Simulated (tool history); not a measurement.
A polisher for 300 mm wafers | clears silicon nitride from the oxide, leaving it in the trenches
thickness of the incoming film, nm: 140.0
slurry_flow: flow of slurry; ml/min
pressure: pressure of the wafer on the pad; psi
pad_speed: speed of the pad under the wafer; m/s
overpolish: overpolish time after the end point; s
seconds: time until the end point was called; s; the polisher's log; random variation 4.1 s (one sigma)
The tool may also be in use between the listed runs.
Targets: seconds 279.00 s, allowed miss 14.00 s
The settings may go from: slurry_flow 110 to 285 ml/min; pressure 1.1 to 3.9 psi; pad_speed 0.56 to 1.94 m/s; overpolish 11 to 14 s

{"run": 1, "hour": 0.0, "slurry_flow": 180, "pressure": 2.5, "pad_speed": 1.24, "overpolish": 14, "seconds": 180.28}
{"run": 2, "hour": 2.1, "slurry_flow": 180, "pressure": 3.0, "pad_speed": 1.24, "overpolish": 14, "seconds": 158.46}
{"run": 3, "hour": 11.1, "slurry_flow": 180, "pressure": 2.6, "pad_speed": 1.22, "overpolish": 14, "seconds": 180.01}
{"run": 4, "hour": 16.0, "slurry_flow": 180, "pressure": 2.6, "pad_speed": 1.22, "overpolish": 14, "seconds": 182.07}
{"run": 5, "hour": 24.1, "slurry_flow": 180, "pressure": 2.3, "pad_speed": 1.2, "overpolish": 14, "seconds": 202.58}
{"run": 6, "hour": 27.8, "slurry_flow": 150, "pressure": 2.3, "pad_speed": 1.2, "overpolish": 14, "seconds": 211.5}
{"run": 7, "hour": 29.0, "slurry_flow": 145, "pressure": 2.1, "pad_speed": 1.2, "overpolish": 14, "seconds": 226.26}
{"run": 8, "hour": 36.8, "slurry_flow": 145, "pressure": 1.5, "pad_speed": 1.16, "overpolish": 14, "seconds": 295.43}

Which of these 5 next moves meets every target?
{"run": "A", "hour": 44.6, "slurry_flow": 140, "pressure": 1.6, "pad_speed": 1.38, "overpolish": 14, "seconds": "?"}
{"run": "B", "hour": 44.6, "slurry_flow": 175, "pressure": 1.5, "pad_speed": 0.98, "overpolish": 11, "seconds": "?"}
{"run": "C", "hour": 44.6, "slurry_flow": 175, "pressure": 1.4, "pad_speed": 1.24, "overpolish": 14, "seconds": "?"}
{"run": "D", "hour": 44.6, "slurry_flow": 150, "pressure": 1.9, "pad_speed": 1.22, "overpolish": 14, "seconds": "?"}
{"run": "E", "hour": 44.6, "slurry_flow": 195, "pressure": 1.3, "pad_speed": 1.08, "overpolish": 14, "seconds": "?"}

move=A seconds=244.34
move=B seconds=335.99
move=C seconds=284.43
move=D seconds=237.96
move=E seconds=334.01
A: takes the result that was furthest off past its target
B: further off than the last run
C: meets every target
D: takes the result that was furthest off past its target
E: further off than the last run
Move C is the one to make.
